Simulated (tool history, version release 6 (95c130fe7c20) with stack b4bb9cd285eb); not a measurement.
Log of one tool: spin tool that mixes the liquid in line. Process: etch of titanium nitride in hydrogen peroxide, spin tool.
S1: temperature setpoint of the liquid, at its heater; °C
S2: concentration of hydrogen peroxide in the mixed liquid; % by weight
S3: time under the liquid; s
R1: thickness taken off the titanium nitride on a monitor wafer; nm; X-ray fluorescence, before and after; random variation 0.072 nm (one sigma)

run  hour    S1  S2   S3      R1
  1     0    43  17  280  6.9166
  2   3.3  43.5  17  280  7.0612
  3   9.3  43.5  17  280  7.1757
  4  14.5    38  17  280  4.7029
  5  22.6    38  17  280  4.6776
  6  29.1  39.5  17  280  5.2804

Run 7 comes next. What will it give?
  7  31.6  40.5  17  280   ?

R1: 5.6965 nm
